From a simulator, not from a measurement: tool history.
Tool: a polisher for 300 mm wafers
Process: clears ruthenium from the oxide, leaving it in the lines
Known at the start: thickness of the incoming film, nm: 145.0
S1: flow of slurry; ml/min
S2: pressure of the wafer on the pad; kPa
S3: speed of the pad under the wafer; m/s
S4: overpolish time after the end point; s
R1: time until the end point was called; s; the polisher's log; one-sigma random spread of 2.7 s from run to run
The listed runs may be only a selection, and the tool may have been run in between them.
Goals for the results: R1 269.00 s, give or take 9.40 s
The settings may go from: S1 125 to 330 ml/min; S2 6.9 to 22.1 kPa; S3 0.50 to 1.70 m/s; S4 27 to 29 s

| run | day | S1 | S2 | S3 | S4 | R1 |
|---|---|---|---|---|---|---|
| 1 | 0.000 | 210 | 14.5 | 1.10 | 27 | 130.42 |
| 2 | 0.233 | 210 | 13.1 | 1.06 | 27 | 149.40 |
| 3 | 0.429 | 210 | 13.1 | 1.24 | 27 | 127.06 |
| 4 | 0.654 | 210 | 12.4 | 1.18 | 27 | 140.89 |
| 5 | 0.692 | 210 | 11.7 | 1.14 | 27 | 150.40 |
|  | 0.725 | worn pad replaced by a new one |
| 6 | 0.725 | 240 | 11.7 | 1.14 | 27 | 133.55 |
| 7 | 1.000 | 225 | 11.0 | 1.14 | 27 | 141.12 |
| 8 | 1.308 | 210 | 10.3 | 1.10 | 27 | 154.58 |
| 9 | 1.417 | 200 | 9.7 | 1.04 | 27 | 178.65 |
| 10 | 1.604 | 190 | 9.0 | 1.02 | 27 | 191.26 |
| 11 | 1.796 | 180 | 9.0 | 1.00 | 27 | 193.69 |
| 12 | 1.875 | 175 | 9.0 | 0.98 | 27 | 205.08 |
| 13 | 2.008 | 170 | 9.0 | 0.96 | 27 | 204.50 |
| 14 | 2.362 | 165 | 9.0 | 0.94 | 27 | 212.97 |
| 15 | 2.404 | 160 | 9.0 | 0.92 | 27 | 218.50 |
| 16 | 2.638 | 155 | 9.0 | 0.90 | 27 | 224.19 |
| 17 | 2.900 | 150 | 6.9 | 0.86 | 27 | 290.50 |
| 18 | 3.175 | 155 | 6.9 | 0.86 | 27 | 295.92 |

5 next moves are on the table. One of them brings every result within its allowed miss. Which?
| A | 3.450 | 145 | 6.9 | 0.78 | 29 | ? |
| B | 3.450 | 125 | 6.9 | 1.00 | 27 | ? |
| C | 3.450 | 145 | 6.9 | 0.72 | 27 | ? |
| D | 3.450 | 160 | 9.0 | 0.58 | 29 | ? |
| E | 3.450 | 150 | 8.3 | 0.66 | 29 | ? |

| move | R1 |
|---|---|
| A | 324.87 |
| B | 264.89 |
| C | 350.72 |
| D | 340.07 |
| E | 325.89 |
A: the biggest miss grows against the last run
B: all results land within tolerance of their targets
C: the biggest miss grows against the last run
D: the biggest miss grows against the last run
E: the biggest miss grows against the last run
Move B is the one to make.
